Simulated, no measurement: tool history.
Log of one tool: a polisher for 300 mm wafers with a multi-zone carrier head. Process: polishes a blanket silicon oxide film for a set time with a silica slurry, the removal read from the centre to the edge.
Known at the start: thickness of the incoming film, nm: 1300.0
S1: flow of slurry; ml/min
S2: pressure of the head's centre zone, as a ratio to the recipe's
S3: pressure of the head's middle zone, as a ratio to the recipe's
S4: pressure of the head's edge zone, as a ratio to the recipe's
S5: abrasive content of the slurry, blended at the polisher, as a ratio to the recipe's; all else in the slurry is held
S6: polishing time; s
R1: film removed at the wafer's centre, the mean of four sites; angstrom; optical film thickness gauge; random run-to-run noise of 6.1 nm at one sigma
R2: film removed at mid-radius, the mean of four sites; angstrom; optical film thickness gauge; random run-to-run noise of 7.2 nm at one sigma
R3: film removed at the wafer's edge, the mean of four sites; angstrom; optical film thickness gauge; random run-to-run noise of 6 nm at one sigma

run,day,S1,S2,S3,S4,S5,S6,R1,R2,R3
1,0,225,1,1,1,1,90,3543.1,3735.2,3624.5
2,0.338,275,1,1,1,1,90,3602.6,3767.9,3689.7
3,0.488,275,1,1,0.95,1,90,3621.4,3754.9,3619.6
4,0.846,275,1.05,1.04,0.94,1.1,91,4023.8,4067.5,3686.7
5,1.2,275,1.07,1.06,0.96,1.2,92,4197.3,4194.1,4019.2
6,1.571,275,1.07,1.01,0.96,1.2,92,4153.8,4148.3,4010.6
7,1.917,275,1.09,1.05,0.92,1.3,93,4569.7,4320.7,3978.9

The next listed run, before its measurement:
8,2.271,280,1.09,1.09,0.92,1.35,94,?,?,?

Run 8 yielded R1 4625.8 angstrom, R2 4612.5 angstrom, R3 4106.4 angstrom.

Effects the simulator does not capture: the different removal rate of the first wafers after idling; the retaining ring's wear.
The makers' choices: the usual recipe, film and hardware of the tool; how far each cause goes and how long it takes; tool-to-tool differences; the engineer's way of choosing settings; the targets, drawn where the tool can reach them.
